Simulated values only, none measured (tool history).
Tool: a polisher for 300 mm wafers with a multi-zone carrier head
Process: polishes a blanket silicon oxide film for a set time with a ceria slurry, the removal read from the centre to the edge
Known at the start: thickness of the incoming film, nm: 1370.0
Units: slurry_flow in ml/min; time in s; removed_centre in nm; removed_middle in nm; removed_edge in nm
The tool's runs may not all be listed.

run 1 hour=0.0 | slurry_flow=175 centre_zone=1.00 middle_zone=1.00 edge_zone=1.00 time=40 | removed_centre=176.23 removed_middle=168.58 removed_edge=165.76
run 2 hour=2.7 | slurry_flow=170 centre_zone=1.00 middle_zone=0.98 edge_zone=0.98 time=40 | removed_centre=175.28 removed_middle=162.91 removed_edge=160.82
run 3 hour=5.1 | slurry_flow=165 centre_zone=1.00 middle_zone=0.97 edge_zone=0.97 time=40 | removed_centre=175.01 removed_middle=161.78 removed_edge=161.99
run 4 hour=7.1 | slurry_flow=165 centre_zone=1.00 middle_zone=0.97 edge_zone=1.05 time=40 | removed_centre=177.83 removed_middle=162.57 removed_edge=167.39
run 5 hour=13.9 | slurry_flow=125 centre_zone=1.00 middle_zone=0.97 edge_zone=1.05 time=40 | removed_centre=162.39 removed_middle=153.08 removed_edge=162.18
run 6 hour=21.4 | slurry_flow=125 centre_zone=1.01 middle_zone=0.96 edge_zone=1.03 time=40 | removed_centre=165.19 removed_middle=151.65 removed_edge=162.57
run 7 hour=22.6 | slurry_flow=125 centre_zone=1.01 middle_zone=0.96 edge_zone=1.01 time=40 | removed_centre=164.33 removed_middle=152.64 removed_edge=156.67
run 8 hour=27.4 | slurry_flow=125 centre_zone=1.01 middle_zone=0.95 edge_zone=1.00 time=40 | removed_centre=164.74 removed_middle=148.77 removed_edge=158.16
run 9 hour=28.4 | slurry_flow=125 centre_zone=1.01 middle_zone=0.95 edge_zone=1.00 time=40 | removed_centre=162.31 removed_middle=150.76 removed_edge=156.09
run 10 hour=34.1 | slurry_flow=125 centre_zone=1.02 middle_zone=0.94 edge_zone=0.99 time=40 | removed_centre=164.39 removed_middle=147.62 removed_edge=161.41
run 11 hour=36.4 | slurry_flow=130 centre_zone=1.03 middle_zone=0.94 edge_zone=0.97 time=39 | removed_centre=166.09 removed_middle=145.71 removed_edge=154.14

Forecast run 12:
run 12 hour=38.9 | slurry_flow=130 centre_zone=1.03 middle_zone=0.94 edge_zone=0.96 time=39 | removed_centre=? removed_middle=? removed_edge=?

Run 12 gave removed_centre 168.49 nm, removed_middle 146.96 nm, removed_edge 149.39 nm.
